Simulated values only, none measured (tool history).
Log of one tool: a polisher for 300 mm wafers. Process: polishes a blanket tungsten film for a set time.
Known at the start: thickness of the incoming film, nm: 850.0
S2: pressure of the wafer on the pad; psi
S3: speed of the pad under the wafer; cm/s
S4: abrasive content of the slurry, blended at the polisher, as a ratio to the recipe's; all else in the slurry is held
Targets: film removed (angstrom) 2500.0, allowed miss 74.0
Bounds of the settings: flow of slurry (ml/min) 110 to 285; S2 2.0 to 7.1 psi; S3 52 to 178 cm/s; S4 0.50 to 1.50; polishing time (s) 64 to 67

{"run": 1, "day": 0.0, "flow of slurry (ml/min)": 180, "S2": 4.5, "S3": 114, "S4": 1.0, "polishing time (s)": 64, "film removed (angstrom)": 3512.8}
{"run": 2, "day": 0.05, "flow of slurry (ml/min)": 180, "S2": 4.5, "S3": 102, "S4": 1.0, "polishing time (s)": 64, "film removed (angstrom)": 3179.9}
{"run": 3, "day": 0.329, "flow of slurry (ml/min)": 180, "S2": 4.5, "S3": 102, "S4": 1.0, "polishing time (s)": 64, "film removed (angstrom)": 3158.7}
{"run": 4, "day": 0.371, "flow of slurry (ml/min)": 175, "S2": 4.3, "S3": 102, "S4": 1.0, "polishing time (s)": 64, "film removed (angstrom)": 3011.0}
{"run": 5, "day": 0.4, "flow of slurry (ml/min)": 175, "S2": 4.3, "S3": 102, "S4": 1.2, "polishing time (s)": 64, "film removed (angstrom)": 3277.5}
{"run": 6, "day": 0.612, "flow of slurry (ml/min)": 130, "S2": 4.3, "S3": 102, "S4": 1.2, "polishing time (s)": 64, "film removed (angstrom)": 3042.0}
{"run": 7, "day": 0.825, "flow of slurry (ml/min)": 130, "S2": 4.2, "S3": 102, "S4": 1.2, "polishing time (s)": 64, "film removed (angstrom)": 2956.7}
{"run": 8, "day": 1.021, "flow of slurry (ml/min)": 130, "S2": 4.1, "S3": 102, "S4": 1.2, "polishing time (s)": 64, "film removed (angstrom)": 2916.1}
{"run": 9, "day": 1.262, "flow of slurry (ml/min)": 125, "S2": 3.3, "S3": 102, "S4": 1.2, "polishing time (s)": 64, "film removed (angstrom)": 2365.9}
{"run": 10, "day": 1.492, "flow of slurry (ml/min)": 130, "S2": 3.3, "S3": 102, "S4": 1.2, "polishing time (s)": 64, "film removed (angstrom)": 2361.1}
{"run": 11, "day": 1.8, "flow of slurry (ml/min)": 145, "S2": 3.6, "S3": 102, "S4": 1.2, "polishing time (s)": 64, "film removed (angstrom)": 2621.4}

4 next moves are on the table. One of them brings every result within its allowed miss. Which?
{"run": "A", "day": 2.108, "flow of slurry (ml/min)": 110, "S2": 3.7, "S3": 118, "S4": 0.95, "polishing time (s)": 64, "film removed (angstrom)": "?"}
{"run": "B", "day": 2.108, "flow of slurry (ml/min)": 135, "S2": 3.7, "S3": 98, "S4": 1.3, "polishing time (s)": 64, "film removed (angstrom)": "?"}
{"run": "C", "day": 2.108, "flow of slurry (ml/min)": 190, "S2": 2.5, "S3": 134, "S4": 1.15, "polishing time (s)": 67, "film removed (angstrom)": "?"}
{"run": "D", "day": 2.108, "flow of slurry (ml/min)": 145, "S2": 4.1, "S3": 86, "S4": 1.2, "polishing time (s)": 64, "film removed (angstrom)": "?"}

move=A film_removed_(angstrom)=2626.5
move=B film_removed_(angstrom)=2627.7
move=C film_removed_(angstrom)=2457.8
move=D film_removed_(angstrom)=2604.1
A: as far off as the last run
B: further off than the last run
C: meets every target
D: nearer than the last run, and not there yet
Move C is the one to make.
